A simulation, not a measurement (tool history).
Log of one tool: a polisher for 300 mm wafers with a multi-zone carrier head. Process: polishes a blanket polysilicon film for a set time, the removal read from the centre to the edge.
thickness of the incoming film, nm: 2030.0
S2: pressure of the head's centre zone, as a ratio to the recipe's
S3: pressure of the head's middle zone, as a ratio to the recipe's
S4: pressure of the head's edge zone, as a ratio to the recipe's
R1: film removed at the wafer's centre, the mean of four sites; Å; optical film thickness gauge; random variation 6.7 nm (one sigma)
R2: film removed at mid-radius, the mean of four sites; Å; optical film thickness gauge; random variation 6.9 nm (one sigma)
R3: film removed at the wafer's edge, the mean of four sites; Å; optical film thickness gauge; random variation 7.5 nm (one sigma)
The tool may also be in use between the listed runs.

run 1 hour=0 | flow_of_slurry_(ml/min)=295 S2=1 S3=1 S4=1 polishing_time_(s)=55 | R1=4687 R2=4826.3 R3=4511.1
run 2 hour=0.7 | flow_of_slurry_(ml/min)=295 S2=1 S3=1 S4=1 polishing_time_(s)=66 | R1=5614 R2=5814.9 R3=5504.8
run 3 hour=7.8 | flow_of_slurry_(ml/min)=295 S2=1 S3=0.97 S4=1 polishing_time_(s)=66 | R1=5545.2 R2=5702.9 R3=5525.2
run 4 hour=13.2 | flow_of_slurry_(ml/min)=300 S2=1.02 S3=0.99 S4=1.02 polishing_time_(s)=67 | R1=5843.5 R2=5684.2 R3=5629.2
run 5 hour=21.7 | flow_of_slurry_(ml/min)=300 S2=1.02 S3=0.99 S4=0.98 polishing_time_(s)=67 | R1=5897.4 R2=5811.5 R3=5544.9
run 6 hour=28.7 | flow_of_slurry_(ml/min)=255 S2=1.02 S3=0.99 S4=0.98 polishing_time_(s)=67 | R1=5762.9 R2=5641 R3=5387.9
run 7 hour=35.3 | flow_of_slurry_(ml/min)=255 S2=1.02 S3=0.99 S4=0.98 polishing_time_(s)=67 | R1=5838.7 R2=5772.6 R3=5465.1
run 8 hour=36.1 | flow_of_slurry_(ml/min)=260 S2=1.03 S3=1.01 S4=0.99 polishing_time_(s)=68 | R1=5926.4 R2=5883.8 R3=5450.5
run 9 hour=41.5 | flow_of_slurry_(ml/min)=280 S2=1.03 S3=1.01 S4=0.99 polishing_time_(s)=69 | R1=6121.9 R2=6040.5 R3=5702

The next listed run, before its measurement:
run 10 hour=49.1 | flow_of_slurry_(ml/min)=295 S2=1.03 S3=1.02 S4=1 polishing_time_(s)=70 | R1=? R2=? R3=?

{"run 10": {"R1": 6296, "R2": 6192, "R3": 5841.1}}
